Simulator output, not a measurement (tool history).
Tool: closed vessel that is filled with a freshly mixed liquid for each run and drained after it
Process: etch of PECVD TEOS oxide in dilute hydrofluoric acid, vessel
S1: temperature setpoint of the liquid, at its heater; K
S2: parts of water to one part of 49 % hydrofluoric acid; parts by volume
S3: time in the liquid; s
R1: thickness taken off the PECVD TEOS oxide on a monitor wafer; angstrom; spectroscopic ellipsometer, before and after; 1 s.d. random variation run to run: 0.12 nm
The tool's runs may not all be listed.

run,hour,S1,S2,S3,R1
1,0.0,295.15,65,120,420.47
2,0.8,295.15,65,120,420.25
3,8.9,295.15,65,130,453.87
4,16.7,296.15,65,130,470.54
5,23.9,296.15,65,120,437.07
6,28.5,296.15,65,120,436.91
7,32.8,295.15,70,120,387.08

Expected results for the next run?
8,39.0,294.65,75,120,?

Run 8 produced R1 349.93 angstrom.
